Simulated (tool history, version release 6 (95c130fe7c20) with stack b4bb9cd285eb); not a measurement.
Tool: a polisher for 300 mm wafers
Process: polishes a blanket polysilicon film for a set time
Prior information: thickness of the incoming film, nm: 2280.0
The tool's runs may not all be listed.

run  hour  flow of slurry (ml/min)  pressure of the wafer on the pad (psi)  speed of the pad under the wafer (cm/s)  polishing time (s)  film removed (Å)
  1   0.0                      170                                     2.0                                       92                  22           1092.00
  2   0.8                      170                                     2.2                                       92                  22           1180.00
  3   7.3                      170                                     2.2                                       92                  22           1185.80
  4  11.8                      205                                     2.2                                       92                  22           1229.70
  5  18.7                      205                                     2.2                                       92                  19           1057.00
  6  24.5                      205                                     2.2                                       92                  19           1055.20
  7  31.2                      205                                     1.9                                       88                  19            872.74
     38.0  -- slurry nozzle cleaned
  8  38.0                      205                                     1.7                                       88                  19            818.95
  9  40.0                      205                                     1.5                                       86                  19            704.29
 10  42.7                      205                                     1.4                                       86                  19            666.03

Run 11 has not been measured yet. What should we expect?
 11  45.1                      205                                     1.3                                       86                  19                 ?

film removed (Å): 619.38
